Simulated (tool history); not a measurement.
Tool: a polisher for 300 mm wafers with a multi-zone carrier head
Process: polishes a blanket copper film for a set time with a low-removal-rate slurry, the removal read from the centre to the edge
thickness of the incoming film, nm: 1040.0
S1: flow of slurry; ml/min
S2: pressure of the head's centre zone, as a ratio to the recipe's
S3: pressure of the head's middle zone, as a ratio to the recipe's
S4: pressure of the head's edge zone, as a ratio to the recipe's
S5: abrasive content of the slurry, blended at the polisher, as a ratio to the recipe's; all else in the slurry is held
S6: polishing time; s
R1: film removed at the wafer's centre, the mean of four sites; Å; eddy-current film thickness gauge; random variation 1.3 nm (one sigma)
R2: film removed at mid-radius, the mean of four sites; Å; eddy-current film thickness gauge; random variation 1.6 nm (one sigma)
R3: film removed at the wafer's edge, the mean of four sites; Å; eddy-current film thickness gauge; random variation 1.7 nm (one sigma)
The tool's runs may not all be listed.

run    day   S1    S2    S3    S4    S5  S6      R1      R2      R3
  1      0  255     1     1     1     1  76  2009.8    1867  1898.3
  2  0.375  255     1     1  0.93     1  76  1990.6    1818    1804
  3  0.638  270  0.96  1.04  0.97     1  76  1948.3  1889.4  1892.7
  4  0.804  270  0.96  0.97  0.97     1  76  1942.1  1789.4  1889.1
  5  1.004  270  0.96  1.05  0.97     1  76  1971.4    1919  1880.5
  6  1.225  250  0.92  1.09  0.98  1.05  76  1874.3  1984.3  1885.6
  7  1.425  250   0.9  1.12     1   1.1  76    1832  2030.6  1906.9
  8  1.629  255  0.89  1.14  1.01  1.15  76    1818  2036.3  1918.5
  9  1.962  250  0.87  1.15     1  1.15  77  1786.5  2090.6  1945.5
 10  2.333  255  0.86  1.16     1   1.2  77  1809.8  2131.8  1985.2
 11  2.617  255  0.85  1.17  0.99   1.2  77  1761.2  2159.9  1961.6
 12  2.929  265  0.85  1.18  0.99   1.2  77  1763.2  2156.6    1975
     3.146  -- centre zone pressure recalibrated
 13  3.146  265  0.85  1.18  0.98  1.25  77  1652.2  2149.1  1996.2
 14  3.308  260  0.85  1.18  0.99  1.25  78  1708.7  2206.5  1998.4
 15  3.629  260  0.86  1.18     1  1.25  78  1698.6  2209.5  2042.4
 16  3.996  255  0.86  1.18     1  1.25  79  1719.2    2243  2043.1
 17  4.092  255  0.86  1.18     1  1.25  79  1752.8  2238.2  2064.1
 18  4.275  255  0.86  1.18     1  1.25  79  1711.5  2226.7  2063.7
 19  4.588  260  0.86  1.18     1   1.2  79    1709  2229.7  2016.2

The next listed run, before its measurement:
 20  4.617  245  0.86  1.18   1  1.2  79   ?   ?   ?

{"run 20": {"R1": 1692.3, "R2": 2205.4, "R3": 2003.1}}

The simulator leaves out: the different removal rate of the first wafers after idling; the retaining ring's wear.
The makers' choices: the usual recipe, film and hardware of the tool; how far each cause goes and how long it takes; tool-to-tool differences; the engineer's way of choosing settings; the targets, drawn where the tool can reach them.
